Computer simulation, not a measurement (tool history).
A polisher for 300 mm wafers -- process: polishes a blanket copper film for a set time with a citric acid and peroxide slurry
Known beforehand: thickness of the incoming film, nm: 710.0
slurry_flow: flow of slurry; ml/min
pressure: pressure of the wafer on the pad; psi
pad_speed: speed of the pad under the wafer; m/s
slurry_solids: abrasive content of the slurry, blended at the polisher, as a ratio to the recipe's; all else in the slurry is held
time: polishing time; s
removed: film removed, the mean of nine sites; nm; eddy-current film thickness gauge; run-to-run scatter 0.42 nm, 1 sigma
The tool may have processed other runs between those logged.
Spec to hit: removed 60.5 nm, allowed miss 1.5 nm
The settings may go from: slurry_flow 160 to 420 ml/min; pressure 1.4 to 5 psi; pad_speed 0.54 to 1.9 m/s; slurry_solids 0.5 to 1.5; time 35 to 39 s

{"run": 1, "day": 0.0, "slurry_flow": 270, "pressure": 3.2, "pad_speed": 1.22, "slurry_solids": 1, "time": 39, "removed": 98.066}
{"run": 2, "day": 0.254, "slurry_flow": 270, "pressure": 2.9, "pad_speed": 1.22, "slurry_solids": 1, "time": 39, "removed": 88.831}
{"run": 3, "day": 0.354, "slurry_flow": 270, "pressure": 3.7, "pad_speed": 1.22, "slurry_solids": 1, "time": 39, "removed": 111.41}
{"run": 4, "day": 0.562, "slurry_flow": 270, "pressure": 3.7, "pad_speed": 1.02, "slurry_solids": 1, "time": 39, "removed": 94.4}
{"run": 5, "day": 0.6, "slurry_flow": 270, "pressure": 3.7, "pad_speed": 0.78, "slurry_solids": 1, "time": 39, "removed": 73.752}
{"run": 6, "day": 0.725, "slurry_flow": 270, "pressure": 3.7, "pad_speed": 0.78, "slurry_solids": 1, "time": 35, "removed": 65.144}
{"run": 7, "day": 0.788, "slurry_flow": 260, "pressure": 3.6, "pad_speed": 0.78, "slurry_solids": 1, "time": 35, "removed": 63.759}
{"run": 8, "day": 1.0, "slurry_flow": 255, "pressure": 3.6, "pad_speed": 0.78, "slurry_solids": 1, "time": 35, "removed": 63.384}
{"run": 9, "day": 1.358, "slurry_flow": 250, "pressure": 3.6, "pad_speed": 0.78, "slurry_solids": 1, "time": 35, "removed": 62.917}
{"run": 10, "day": 1.438, "slurry_flow": 245, "pressure": 3.6, "pad_speed": 0.78, "slurry_solids": 1, "time": 35, "removed": 62.98}
{"run": 11, "day": 1.804, "slurry_flow": 240, "pressure": 3.6, "pad_speed": 0.78, "slurry_solids": 1, "time": 35, "removed": 62.98}

4 next moves are on the table. One of them brings every result within its allowed miss. Which?
{"run": "A", "day": 2.171, "slurry_flow": 285, "pressure": 3.8, "pad_speed": 0.68, "slurry_solids": 1.1, "time": 39, "removed": "?"}
{"run": "B", "day": 2.171, "slurry_flow": 250, "pressure": 3.4, "pad_speed": 0.66, "slurry_solids": 0.95, "time": 39, "removed": "?"}
{"run": "C", "day": 2.171, "slurry_flow": 315, "pressure": 3.3, "pad_speed": 0.76, "slurry_solids": 1, "time": 35, "removed": "?"}
{"run": "D", "day": 2.171, "slurry_flow": 200, "pressure": 3.3, "pad_speed": 0.8, "slurry_solids": 1.15, "time": 35, "removed": "?"}

move=A removed=66.955
move=B removed=55.224
move=C removed=57.025
move=D removed=60.24
A: misses by more than the last run did
B: carries the result that was furthest off beyond its target, to the other side
C: carries the result that was furthest off beyond its target, to the other side
D: in spec on every target
D meets every target.
